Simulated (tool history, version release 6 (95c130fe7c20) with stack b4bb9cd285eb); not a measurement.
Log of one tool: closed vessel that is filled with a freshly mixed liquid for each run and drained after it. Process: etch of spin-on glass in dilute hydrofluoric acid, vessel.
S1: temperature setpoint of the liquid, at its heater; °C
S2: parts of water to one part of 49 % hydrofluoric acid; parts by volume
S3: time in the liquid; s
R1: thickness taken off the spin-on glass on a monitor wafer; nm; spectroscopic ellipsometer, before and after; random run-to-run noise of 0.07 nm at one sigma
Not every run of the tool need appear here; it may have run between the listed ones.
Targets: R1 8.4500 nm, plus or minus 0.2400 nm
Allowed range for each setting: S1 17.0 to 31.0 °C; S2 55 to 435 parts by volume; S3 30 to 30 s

run	hour	S1	S2	S3	R1
1	0.0	23.0	245	30	4.0656
2	5.6	24.0	230	30	4.4850
3	8.7	24.0	230	30	4.3916
4	17.6	25.0	215	30	5.1108
5	24.0	26.0	210	30	5.4306
6	30.3	29.0	210	30	6.0976
7	32.0	29.5	205	30	6.3122
8	32.9	29.5	205	30	6.3552
9	39.9	31.0	150	30	9.6895

4 next moves are on the table. One of them brings every result within its allowed miss. Which?
A	46.9	30.5	150	30	?
B	46.9	30.5	155	30	?
C	46.9	26.0	145	30	?
D	46.9	31.0	160	30	?

move	R1
A	9.5335
B	9.1653
C	8.4149
D	8.9783
A: closer than the last run, but not yet in spec
B: closer than the last run, but not yet in spec
C: every result within its allowed miss
D: closer than the last run, but not yet in spec
The right move is C.

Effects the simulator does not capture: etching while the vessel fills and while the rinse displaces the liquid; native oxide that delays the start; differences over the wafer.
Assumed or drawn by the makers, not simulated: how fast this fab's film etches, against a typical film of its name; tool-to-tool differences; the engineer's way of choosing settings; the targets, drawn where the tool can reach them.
